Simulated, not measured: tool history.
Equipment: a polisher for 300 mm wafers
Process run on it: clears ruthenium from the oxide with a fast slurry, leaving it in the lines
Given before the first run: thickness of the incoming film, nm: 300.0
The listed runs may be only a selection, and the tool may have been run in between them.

run  hour  flow of slurry (ml/min)  pressure of the wafer on the pad (psi)  speed of the pad under the wafer (cm/s)  abrasive content of the slurry  overpolish time after the end point (s)  time until the end point was called (s)  dishing of a wide line in a test structure (Å)
  1     0                      225                                     2.2                                      114                               1                                       18                                   73.152                                          559.62
  2   1.1                      225                                     2.2                                      114                               1                                       16                                   71.457                                          501.41
  3   3.8                      190                                     2.2                                      114                               1                                       16                                   74.013                                          500.65
  4  11.4                      135                                     2.2                                      114                               1                                       16                                   79.521                                          466.18
  5  17.7                      160                                     2.2                                      114                               1                                       16                                   77.022                                          472.13
  6    26                      155                                     2.2                                      114                               1                                       14                                   76.723                                          429.76
  7  33.6                      150                                     2.2                                      114                               1                                       12                                   77.788                                           373.1
  8  42.4                      150                                     2.2                                      114                               1                                       12                                   76.468                                          368.75
  9    49                      145                                     2.2                                      114                               1                                       11                                   78.901                                           341.4

Run 10, settings as shown, results not yet in. Your forecast:
 10  56.6                      145                                     2.2                                      114                               1                                       10                                        ?                                               ?

Run 10 produced time until the end point was called (s) 78.494, dishing of a wide line in a test structure (Å) 328.09.
